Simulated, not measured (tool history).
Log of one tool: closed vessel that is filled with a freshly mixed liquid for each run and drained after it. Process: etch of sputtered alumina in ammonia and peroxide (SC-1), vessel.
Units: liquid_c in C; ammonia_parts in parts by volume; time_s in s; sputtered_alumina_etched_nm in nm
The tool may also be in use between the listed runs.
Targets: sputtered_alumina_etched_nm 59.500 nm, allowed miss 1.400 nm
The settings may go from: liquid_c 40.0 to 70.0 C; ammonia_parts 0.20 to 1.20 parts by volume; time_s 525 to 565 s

Run 1, day 0.000: liquid_c 56.0 C, ammonia_parts 0.70 parts by volume, time_s 525 s. Result: sputtered_alumina_etched_nm 30.451 nm.
Run 2, day 0.250: liquid_c 56.0 C, ammonia_parts 0.45 parts by volume, time_s 525 s. Result: sputtered_alumina_etched_nm 29.286 nm.
Run 3, day 0.300: liquid_c 56.0 C, ammonia_parts 0.45 parts by volume, time_s 565 s. Result: sputtered_alumina_etched_nm 31.555 nm.
Run 4, day 0.621: liquid_c 56.0 C, ammonia_parts 0.45 parts by volume, time_s 525 s. Result: sputtered_alumina_etched_nm 29.319 nm.
Run 5, day 0.725: liquid_c 60.0 C, ammonia_parts 0.45 parts by volume, time_s 525 s. Result: sputtered_alumina_etched_nm 36.255 nm.
Run 6, day 0.825: liquid_c 62.5 C, ammonia_parts 0.45 parts by volume, time_s 525 s. Result: sputtered_alumina_etched_nm 41.116 nm.
Run 7, day 1.000: liquid_c 64.5 C, ammonia_parts 0.45 parts by volume, time_s 525 s. Result: sputtered_alumina_etched_nm 45.442 nm.
Run 8, day 1.200: liquid_c 66.0 C, ammonia_parts 0.45 parts by volume, time_s 525 s. Result: sputtered_alumina_etched_nm 48.947 nm.

5 next moves are on the table. One of them brings every result within its allowed miss. Which?
Run A, day 1.400: liquid_c 69.5 C, ammonia_parts 0.25 parts by volume, time_s 565 s. Result: sputtered_alumina_etched_nm ?.
Run B, day 1.400: liquid_c 69.5 C, ammonia_parts 0.30 parts by volume, time_s 525 s. Result: sputtered_alumina_etched_nm ?.
Run C, day 1.400: liquid_c 67.5 C, ammonia_parts 0.35 parts by volume, time_s 560 s. Result: sputtered_alumina_etched_nm ?.
Run D, day 1.400: liquid_c 69.5 C, ammonia_parts 0.50 parts by volume, time_s 565 s. Result: sputtered_alumina_etched_nm ?.
Run E, day 1.400: liquid_c 63.5 C, ammonia_parts 0.50 parts by volume, time_s 535 s. Result: sputtered_alumina_etched_nm ?.

move  sputtered_alumina_etched_nm
   A                       59.205
   B                       55.970
   C                       54.975
   D                       63.207
   E                       44.565
A: meets every target
B: nearer than the last run, and not there yet
C: nearer than the last run, and not there yet
D: takes the result that was furthest off past its target
E: further off than the last run
The right move is A.
